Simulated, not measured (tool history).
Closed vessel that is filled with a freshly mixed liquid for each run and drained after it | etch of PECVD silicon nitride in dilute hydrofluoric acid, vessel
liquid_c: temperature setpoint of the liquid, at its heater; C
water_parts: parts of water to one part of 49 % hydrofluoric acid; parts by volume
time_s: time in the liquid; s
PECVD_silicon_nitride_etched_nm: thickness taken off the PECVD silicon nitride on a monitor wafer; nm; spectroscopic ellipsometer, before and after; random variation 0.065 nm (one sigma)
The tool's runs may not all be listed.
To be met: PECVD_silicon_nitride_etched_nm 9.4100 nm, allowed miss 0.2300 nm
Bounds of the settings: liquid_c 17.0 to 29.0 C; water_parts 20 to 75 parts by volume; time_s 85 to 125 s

run  hour  liquid_c  water_parts  time_s  PECVD_silicon_nitride_etched_nm
  1   0.0      21.0           45     125                          12.3270
  2   8.1      21.0           40     125                          13.8960
  3  12.1      20.0           40     125                          12.8890
  4  13.1      20.0           30     125                          17.2190
  5  20.6      22.5           30     125                          20.3320
  6  23.9      21.5           35     125                          16.2400
  7  32.2      20.5           35     125                          15.4680
  8  39.8      20.0           35     125                          14.6660
  9  46.4      19.5           35     125                          14.0580
 10  51.1      19.0           35     125                          13.7520
 11  52.3      18.5           35     125                          13.2050
 12  56.6      18.0           35     125                          12.8020

4 next moves are on the table. One of them brings every result within its allowed miss. Which?
  A  60.9      17.0           20     110                                ?
  B  60.9      20.0           30     110                                ?
  C  60.9      17.5           35      85                                ?
  D  60.9      17.0           30      85                                ?

move  PECVD_silicon_nitride_etched_nm
   A                          17.9060
   B                          15.0470
   C                           8.4002
   D                           9.4006
A: further off than the last run
B: further off than the last run
C: takes the result that was furthest off past its target
D: meets every target
Move D is the one to make.
